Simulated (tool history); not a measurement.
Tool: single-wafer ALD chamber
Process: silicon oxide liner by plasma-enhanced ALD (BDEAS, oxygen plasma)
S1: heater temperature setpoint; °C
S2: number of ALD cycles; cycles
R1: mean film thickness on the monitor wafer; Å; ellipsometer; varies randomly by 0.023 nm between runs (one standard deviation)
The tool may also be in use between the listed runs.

{"run": 1, "hour": 0.0, "S1": 320, "S2": 65, "R1": 65.039}
{"run": 2, "hour": 6.8, "S1": 320, "S2": 71, "R1": 71.119}
{"run": 3, "hour": 8.2, "S1": 320, "S2": 72, "R1": 72.18}
{"run": 4, "hour": 14.9, "S1": 330, "S2": 72, "R1": 70.698}
{"run": 5, "hour": 20.6, "S1": 340, "S2": 72, "R1": 70.438}
{"run": 6, "hour": 25.0, "S1": 340, "S2": 73, "R1": 70.903}
{"run": 7, "hour": 26.7, "S1": 340, "S2": 74, "R1": 72.352}

What will run 8 give?
{"run": 8, "hour": 28.6, "S1": 340, "S2": 75, "R1": "?"}

R1: 72.944 Å
